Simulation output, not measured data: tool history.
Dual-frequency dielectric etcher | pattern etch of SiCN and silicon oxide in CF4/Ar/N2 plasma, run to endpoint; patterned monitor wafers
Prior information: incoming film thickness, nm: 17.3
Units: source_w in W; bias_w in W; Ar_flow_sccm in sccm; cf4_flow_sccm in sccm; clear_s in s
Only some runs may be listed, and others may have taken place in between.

run 1 day=0.000 | source_w=420 bias_w=65 Ar_flow_sccm=104 cf4_flow_sccm=57 | clear_s=22.188
run 2 day=0.162 | source_w=360 bias_w=65 Ar_flow_sccm=104 cf4_flow_sccm=57 | clear_s=25.978
run 3 day=0.321 | source_w=360 bias_w=65 Ar_flow_sccm=117 cf4_flow_sccm=57 | clear_s=26.406
run 4 day=0.354 | source_w=370 bias_w=65 Ar_flow_sccm=117 cf4_flow_sccm=57 | clear_s=25.636
run 5 day=0.538 | source_w=380 bias_w=65 Ar_flow_sccm=117 cf4_flow_sccm=57 | clear_s=24.941
-- day=0.792 Ar flow controller replaced
run 6 day=0.792 | source_w=410 bias_w=65 Ar_flow_sccm=117 cf4_flow_sccm=57 | clear_s=23.374
run 7 day=1.088 | source_w=420 bias_w=65 Ar_flow_sccm=117 cf4_flow_sccm=57 | clear_s=22.736
run 8 day=1.108 | source_w=430 bias_w=65 Ar_flow_sccm=117 cf4_flow_sccm=57 | clear_s=22.364

What does the tool deliver on the next run?
run 9 day=1.467 | source_w=440 bias_w=65 Ar_flow_sccm=117 cf4_flow_sccm=57 | clear_s=?

clear_s: 21.855 s
